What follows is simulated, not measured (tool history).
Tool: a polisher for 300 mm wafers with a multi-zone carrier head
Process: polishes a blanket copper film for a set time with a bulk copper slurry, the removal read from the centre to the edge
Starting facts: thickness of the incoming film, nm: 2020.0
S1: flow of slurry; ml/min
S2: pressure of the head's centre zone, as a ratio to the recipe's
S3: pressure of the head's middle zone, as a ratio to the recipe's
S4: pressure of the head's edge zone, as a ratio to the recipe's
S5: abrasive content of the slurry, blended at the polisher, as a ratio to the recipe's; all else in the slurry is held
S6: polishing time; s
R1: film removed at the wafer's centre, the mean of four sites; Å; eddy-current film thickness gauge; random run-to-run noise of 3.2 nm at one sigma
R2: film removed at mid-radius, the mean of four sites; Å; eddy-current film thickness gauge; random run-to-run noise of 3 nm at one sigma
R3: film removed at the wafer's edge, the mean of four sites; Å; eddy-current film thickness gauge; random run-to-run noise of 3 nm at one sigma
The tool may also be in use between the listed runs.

run    day   S1    S2    S3    S4    S5  S6      R1      R2      R3
  1      0  215     1     1     1     1  48  3026.3  3012.7  2994.2
  2  0.046  235  1.02  1.06  1.04  1.15  51  3434.3  3412.5  3305.2
  3  0.279  245  1.01   1.1  1.05  1.25  54  3610.1  3814.8  3589.1
  4  0.467  205  1.01   1.1  1.05  1.25  54  3542.7  3753.8    3512
  5  0.562  220  1.02  1.13  1.06  1.35  56  3799.4    4033  3664.8
  6  0.846  220  1.02  1.13  1.06   1.5  56  3814.7  4094.1  3819.2
     1.129  -- worn pad replaced by a new one
  7  1.129  240  1.02  1.15  1.07   1.5  58  4423.8  4751.7  4295.4
  8  1.412  260     1  1.16  1.06   1.5  58  4358.9  4841.2  4319.3
  9  1.458  265     1  1.16  1.06   1.5  58  4346.9  4824.3  4315.7
 10  1.733  270     1  1.16  1.06   1.5  58  4344.2  4828.4  4304.4

What does the tool deliver on the next run?
 11  1.846  280   1  1.16  1.06  1.5  58   ?   ?   ?

Run 11 gave R1 4344.8 Å, R2 4774.9 Å, R3 4350.8 Å.

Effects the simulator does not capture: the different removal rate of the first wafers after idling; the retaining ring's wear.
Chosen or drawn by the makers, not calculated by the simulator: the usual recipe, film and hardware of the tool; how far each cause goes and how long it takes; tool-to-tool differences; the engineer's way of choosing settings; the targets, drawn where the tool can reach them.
